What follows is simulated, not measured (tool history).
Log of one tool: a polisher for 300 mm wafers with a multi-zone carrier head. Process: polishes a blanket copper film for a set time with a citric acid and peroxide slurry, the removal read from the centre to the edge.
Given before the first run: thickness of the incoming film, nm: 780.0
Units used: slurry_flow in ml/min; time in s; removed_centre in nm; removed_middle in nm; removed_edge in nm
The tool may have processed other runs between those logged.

run,hour,slurry_flow,centre_zone,middle_zone,edge_zone,slurry_solids,time,removed_centre,removed_middle,removed_edge
1,0,265,1,1,1,1,33,83.801,79.115,81.282
2,0.7,265,0.95,1,1,1,33,79.014,79.543,80.232
3,4.3,270,0.99,1.02,1.05,1.15,33,84.988,82.711,85.336
4,10.5,280,1.02,1.04,1.09,1.25,34,91.895,89.358,90.419
5,13.1,285,1.03,1.03,1.12,1.35,35,95.67,90.723,93.508
6,17.5,285,1.04,1.03,1.14,1.4,36,100.73,95.405,99.199

Expected results for the next run?
7,25.3,290,1.05,1.03,1.15,1.45,36,?,?,?

Run 7 produced removed_centre 102.22 nm, removed_middle 94.938 nm, removed_edge 100.22 nm.
